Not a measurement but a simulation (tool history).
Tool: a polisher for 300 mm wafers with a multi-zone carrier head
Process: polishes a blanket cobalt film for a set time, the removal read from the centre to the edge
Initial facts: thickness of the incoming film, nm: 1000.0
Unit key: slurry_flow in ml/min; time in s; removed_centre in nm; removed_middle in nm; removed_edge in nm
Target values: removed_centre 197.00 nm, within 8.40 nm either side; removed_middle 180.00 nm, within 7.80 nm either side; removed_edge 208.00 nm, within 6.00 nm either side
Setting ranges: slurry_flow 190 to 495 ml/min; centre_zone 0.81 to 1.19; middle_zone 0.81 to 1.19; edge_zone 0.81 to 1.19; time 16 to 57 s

| run | hour | slurry_flow | centre_zone | middle_zone | edge_zone | time | removed_centre | removed_middle | removed_edge |
|---|---|---|---|---|---|---|---|---|---|
| 1 | 0.0 | 320 | 1.00 | 1.00 | 1.00 | 36 | 174.04 | 175.75 | 164.04 |
| 2 | 5.6 | 320 | 1.00 | 1.00 | 1.00 | 45 | 213.83 | 219.97 | 203.72 |
| 3 | 10.2 | 310 | 0.98 | 0.94 | 1.03 | 45 | 207.96 | 210.17 | 205.36 |
| 4 | 16.4 | 310 | 0.98 | 0.94 | 1.03 | 51 | 237.90 | 230.74 | 238.11 |
| 5 | 17.6 | 295 | 0.97 | 0.90 | 1.04 | 49 | 224.02 | 215.74 | 224.30 |
| 6 | 25.9 | 295 | 0.97 | 0.83 | 1.04 | 49 | 227.77 | 204.95 | 227.30 |
| 7 | 29.5 | 285 | 0.96 | 0.82 | 1.07 | 48 | 213.60 | 202.47 | 226.62 |
| 8 | 32.9 | 285 | 0.98 | 0.82 | 1.09 | 46 | 214.41 | 189.00 | 216.75 |

Exercise: of the 5 proposed moves below, exactly one satisfies all targets within the stated allowed misses. Which move is it?
| A | 36.3 | 255 | 0.88 | 0.92 | 1.02 | 47 | ? | ? | ? |
| B | 36.3 | 285 | 0.99 | 0.85 | 1.18 | 43 | ? | ? | ? |
| C | 36.3 | 290 | 1.03 | 0.81 | 1.13 | 47 | ? | ? | ? |
| D | 36.3 | 285 | 1.07 | 0.81 | 1.07 | 46 | ? | ? | ? |
| E | 36.3 | 290 | 0.93 | 0.81 | 1.19 | 48 | ? | ? | ? |

| move | removed_centre | removed_middle | removed_edge |
|---|---|---|---|
| A | 190.83 | 212.60 | 211.35 |
| B | 199.01 | 185.49 | 209.58 |
| C | 226.74 | 196.12 | 224.57 |
| D | 230.17 | 191.60 | 213.75 |
| E | 208.92 | 200.38 | 235.36 |
A: brings the last run's worst result on target, with another outside its allowed miss
B: each result inside its tolerance
C: the biggest miss grows against the last run
D: the biggest miss grows against the last run
E: the biggest miss grows against the last run
Correct choice: B, which meets every target
